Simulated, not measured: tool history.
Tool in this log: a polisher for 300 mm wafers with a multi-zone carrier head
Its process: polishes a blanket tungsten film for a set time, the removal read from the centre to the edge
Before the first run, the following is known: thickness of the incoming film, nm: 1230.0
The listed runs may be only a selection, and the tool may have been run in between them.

run	hour	flow of slurry (ml/min)	pressure of the head's centre zone	pressure of the head's middle zone	pressure of the head's edge zone	abrasive content of the slurry	polishing time (s)	film removed at the wafer's centre (nm)	film removed at mid-radius (nm)	film removed at the wafer's edge (nm)
1	0.0	240	1.00	1.00	1.00	1.00	31	144.00	144.91	147.68
2	6.2	215	1.00	1.00	1.00	1.00	31	141.14	142.04	145.37
3	14.3	160	1.00	1.00	1.00	1.00	31	134.97	135.06	139.84
4	23.2	160	0.99	0.99	0.99	0.95	30	129.24	129.49	136.85
5	29.5	210	0.99	0.99	0.99	0.95	30	135.04	136.92	138.68
6	31.9	210	0.99	1.04	0.99	0.95	30	133.92	137.06	139.96
7	38.6	205	0.99	1.04	0.98	0.90	29	128.99	135.15	134.05

Run 8 has not been measured yet. What should we expect?
8	40.6	200	0.99	1.02	0.98	0.85	28	?	?	?

film removed at the wafer's centre (nm): 122.48
film removed at mid-radius (nm): 124.35
film removed at the wafer's edge (nm): 125.64

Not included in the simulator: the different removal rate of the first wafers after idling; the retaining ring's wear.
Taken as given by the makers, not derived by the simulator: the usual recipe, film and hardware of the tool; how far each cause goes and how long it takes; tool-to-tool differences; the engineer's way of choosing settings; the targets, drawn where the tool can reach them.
